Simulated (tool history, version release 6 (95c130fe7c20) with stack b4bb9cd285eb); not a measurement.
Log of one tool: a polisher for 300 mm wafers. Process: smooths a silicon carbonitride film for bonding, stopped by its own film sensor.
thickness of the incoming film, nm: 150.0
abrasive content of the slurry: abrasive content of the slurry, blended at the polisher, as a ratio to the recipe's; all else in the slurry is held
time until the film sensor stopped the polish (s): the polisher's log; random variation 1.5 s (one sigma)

run	hour	flow of slurry (ml/min)	pressure of the wafer on the pad (kPa)	speed of the pad under the wafer (m/s)	abrasive content of the slurry	target thickness at which the film sensor stops the polish (nm)	time until the film sensor stopped the polish (s)
1	0	235	11.7	0.92	1	138	57.807
2	2.9	235	10.3	0.88	1	138	66.032
3	12	235	10.3	0.88	0.85	138	71.998
4	17.8	235	10.3	0.88	0.85	140	59.656
5	20.1	235	9	0.8	0.85	140	75.945
6	22	235	9	0.8	0.85	140	73.811
7	25.5	235	9	0.8	0.85	140	73.178

Run 8 comes next. What will it give?
8	32.6	235	5.5	0.62	0.8	140	?

{"run 8": {"time until the film sensor stopped the polish (s)": 141.99}}
